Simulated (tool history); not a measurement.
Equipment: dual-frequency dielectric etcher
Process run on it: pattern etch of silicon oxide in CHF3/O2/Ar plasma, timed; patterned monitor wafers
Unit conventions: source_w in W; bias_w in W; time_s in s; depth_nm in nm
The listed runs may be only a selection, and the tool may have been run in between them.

run,hour,source_w,bias_w,time_s,depth_nm
1,0.0,870,129,375.5,763.55
2,6.7,960,129,375.5,820.71
3,9.7,940,128,375.0,806.39
4,18.6,1020,128,375.0,834.64
5,20.6,1130,128,375.0,880.71
6,23.4,1050,128,375.0,858.20

Forecast run 7:
7,27.5,870,102,354.5,?

depth_nm: 658.92 nm
